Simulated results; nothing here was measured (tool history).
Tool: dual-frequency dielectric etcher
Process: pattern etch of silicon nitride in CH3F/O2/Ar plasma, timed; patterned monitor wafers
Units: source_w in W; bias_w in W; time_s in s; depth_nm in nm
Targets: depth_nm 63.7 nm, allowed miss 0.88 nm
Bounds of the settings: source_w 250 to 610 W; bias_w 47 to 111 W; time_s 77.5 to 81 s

run,hour,source_w,bias_w,time_s,depth_nm
1,0,430,79,77.5,59.844
2,8.7,460,79,77.5,61.458
3,13.4,460,73,77.5,60.327
4,14.2,480,73,77.5,61.636
5,23.2,490,73,77.5,61.83
6,28,440,73,77.5,59.612
7,28.8,460,74,77.5,60.322
8,33.9,480,74,77.5,61.724

Which of these 5 next moves meets every target?
A,39,480,75,78,?
B,39,480,77,77.5,?
C,39,500,75,78,?
D,39,520,75,79.5,?
E,39,500,82,78.5,?

move,depth_nm
A,62.023
B,62.049
C,63.039
D,65.261
E,64.949
A: nearer than the last run, and not there yet
B: nearer than the last run, and not there yet
C: meets every target
D: takes the result that was furthest off past its target
E: takes the result that was furthest off past its target
The right move is C.
